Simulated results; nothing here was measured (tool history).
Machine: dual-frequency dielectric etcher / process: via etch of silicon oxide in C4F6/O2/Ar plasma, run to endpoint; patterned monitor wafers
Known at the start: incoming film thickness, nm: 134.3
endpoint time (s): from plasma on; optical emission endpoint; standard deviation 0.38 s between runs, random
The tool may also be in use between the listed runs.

run  hour  bias power (W)  source power (W)  Ar flow (sccm)  endpoint time (s)
  1   0.0             323               410             212             37.765
  2   7.8             323               440             212             36.299
  3  11.2             294               410             215             39.358
  4  15.4             294               410             179             38.215
  5  20.4             270               400             181             39.791
  6  29.0             290               400             181             37.961
  7  34.3             266               390             183             40.878

What will run 8 give?
  8  40.2             254               390             183                  ?

For run 8 the tool returned endpoint time (s) 41.324.

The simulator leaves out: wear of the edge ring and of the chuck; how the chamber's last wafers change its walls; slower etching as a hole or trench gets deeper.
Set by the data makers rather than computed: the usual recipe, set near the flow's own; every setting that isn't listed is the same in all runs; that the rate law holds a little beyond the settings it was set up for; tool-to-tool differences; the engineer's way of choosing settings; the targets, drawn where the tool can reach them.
